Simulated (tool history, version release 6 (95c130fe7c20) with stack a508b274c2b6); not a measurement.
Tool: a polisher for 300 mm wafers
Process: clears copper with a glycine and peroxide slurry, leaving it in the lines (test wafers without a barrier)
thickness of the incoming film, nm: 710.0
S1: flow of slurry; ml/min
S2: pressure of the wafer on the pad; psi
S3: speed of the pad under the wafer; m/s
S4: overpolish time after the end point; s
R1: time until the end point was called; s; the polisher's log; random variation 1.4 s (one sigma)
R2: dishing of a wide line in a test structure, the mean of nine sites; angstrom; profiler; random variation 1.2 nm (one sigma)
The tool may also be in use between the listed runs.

run	hour	S1	S2	S3	S4	R1	R2
1	0	240	2.9	0.88	15	126.11	501.9
2	5	240	2.9	0.88	16	123.49	537.2
3	9.4	240	2.9	0.88	12	125.65	405.84
4	18.2	240	2.9	0.78	12	137.95	385.75
5	24.6	240	3	0.78	13	135.21	420.14
6	25.6	240	3.1	0.78	14	133.91	469.6
7	33.5	240	3.2	0.78	14	127.22	463.97

Forecast run 8:
8	34	240	3.2	0.78	15	?	?

Run 8 gave R1 127.05 s, R2 501.49 angstrom.
